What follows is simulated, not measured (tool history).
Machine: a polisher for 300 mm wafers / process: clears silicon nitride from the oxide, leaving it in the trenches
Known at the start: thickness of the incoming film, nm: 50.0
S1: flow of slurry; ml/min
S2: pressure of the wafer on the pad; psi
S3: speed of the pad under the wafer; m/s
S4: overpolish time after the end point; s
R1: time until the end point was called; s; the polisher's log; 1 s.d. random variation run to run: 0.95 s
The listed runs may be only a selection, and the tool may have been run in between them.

run	hour	S1	S2	S3	S4	R1
1	0	145	2.5	0.86	6	72.136
2	3.6	145	2.1	0.86	6	81.749
3	5.7	145	2.1	0.98	6	73.021
4	13.7	145	2.5	0.98	6	62.44
5	22.6	145	1.9	0.98	6	78.432
6	23.7	145	1.9	0.98	6	79.154

What will run 7 give?
7	31.7	145	1.8	0.98	6	?

Run 7 measured R1 82.679 s.

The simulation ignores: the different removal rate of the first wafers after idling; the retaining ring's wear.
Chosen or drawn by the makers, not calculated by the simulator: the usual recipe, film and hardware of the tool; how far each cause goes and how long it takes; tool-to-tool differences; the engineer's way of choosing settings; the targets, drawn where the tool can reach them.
